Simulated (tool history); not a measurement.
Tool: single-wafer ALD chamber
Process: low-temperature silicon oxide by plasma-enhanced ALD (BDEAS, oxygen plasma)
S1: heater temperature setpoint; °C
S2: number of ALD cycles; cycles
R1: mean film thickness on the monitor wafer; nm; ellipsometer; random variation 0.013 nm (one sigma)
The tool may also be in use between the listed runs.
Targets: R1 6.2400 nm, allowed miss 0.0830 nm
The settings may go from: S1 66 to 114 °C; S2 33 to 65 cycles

Run 1, hour 0.0: S1 90 °C, S2 49 cycles. Result: R1 7.0846 nm.
Run 2, hour 2.8: S1 99 °C, S2 49 cycles. Result: R1 6.8850 nm.
Run 3, hour 8.7: S1 106 °C, S2 49 cycles. Result: R1 6.7752 nm.
Run 4, hour 12.0: S1 106 °C, S2 54 cycles. Result: R1 7.4380 nm.
Run 5, hour 17.1: S1 108 °C, S2 52 cycles. Result: R1 7.1644 nm.
Run 6, hour 21.6: S1 102 °C, S2 52 cycles. Result: R1 7.2444 nm.
Run 7, hour 24.9: S1 104 °C, S2 50 cycles. Result: R1 6.9492 nm.
Run 8, hour 32.0: S1 106 °C, S2 49 cycles. Result: R1 6.7943 nm.
Run 9, hour 34.4: S1 107 °C, S2 48 cycles. Result: R1 6.6407 nm.
Run 10, hour 40.7: S1 108 °C, S2 47 cycles. Result: R1 6.4568 nm.
Run 11, hour 46.9: S1 109 °C, S2 47 cycles. Result: R1 6.4682 nm.
Run 12, hour 53.8: S1 110 °C, S2 47 cycles. Result: R1 6.4375 nm.
Run 13, hour 57.8: S1 111 °C, S2 47 cycles. Result: R1 6.4481 nm.
Run 14, hour 60.2: S1 112 °C, S2 47 cycles. Result: R1 6.4208 nm.

5 next moves are on the table. One of them brings every result within its allowed miss. Which?
Run A, hour 62.6: S1 108 °C, S2 48 cycles. Result: R1 ?.
Run B, hour 62.6: S1 107 °C, S2 45 cycles. Result: R1 ?.
Run C, hour 62.6: S1 112 °C, S2 49 cycles. Result: R1 ?.
Run D, hour 62.6: S1 106 °C, S2 47 cycles. Result: R1 ?.
Run E, hour 62.6: S1 103 °C, S2 48 cycles. Result: R1 ?.

move      R1
   A  6.6085
   B  6.2060
   C  6.7004
   D  6.4928
   E  6.6646
A: further off than the last run
B: meets every target
C: further off than the last run
D: further off than the last run
E: further off than the last run
Answer: B

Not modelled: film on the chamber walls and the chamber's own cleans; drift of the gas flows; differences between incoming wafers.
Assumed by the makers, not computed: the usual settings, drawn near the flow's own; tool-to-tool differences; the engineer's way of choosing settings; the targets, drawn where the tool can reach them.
